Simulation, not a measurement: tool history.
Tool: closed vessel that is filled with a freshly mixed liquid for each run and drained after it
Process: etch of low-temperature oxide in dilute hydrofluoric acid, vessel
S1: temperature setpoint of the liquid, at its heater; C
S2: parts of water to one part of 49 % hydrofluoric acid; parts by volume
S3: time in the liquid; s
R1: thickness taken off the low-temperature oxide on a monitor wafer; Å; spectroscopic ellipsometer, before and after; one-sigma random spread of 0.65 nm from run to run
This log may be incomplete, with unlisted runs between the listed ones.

| run | hour | S1 | S2 | S3 | R1 |
|---|---|---|---|---|---|
| 1 | 0 | 26 | 80 | 135 | 395.71 |
| 2 | 4.8 | 26 | 80 | 135 | 396.65 |
| 3 | 9.5 | 28 | 75 | 135 | 464.92 |
| 4 | 15.8 | 28 | 60 | 135 | 582.97 |
| 5 | 24.1 | 28 | 85 | 135 | 403.56 |
| 6 | 30.4 | 28 | 70 | 135 | 492.96 |
| 7 | 31.5 | 29.5 | 65 | 135 | 565.77 |
| 8 | 37.2 | 33.5 | 55 | 135 | 802.22 |

Run 9, settings as shown, results not yet in. Your forecast:
| 9 | 39.3 | 33 | 55 | 135 | ? |

Run 9 produced R1 789.2 Å.
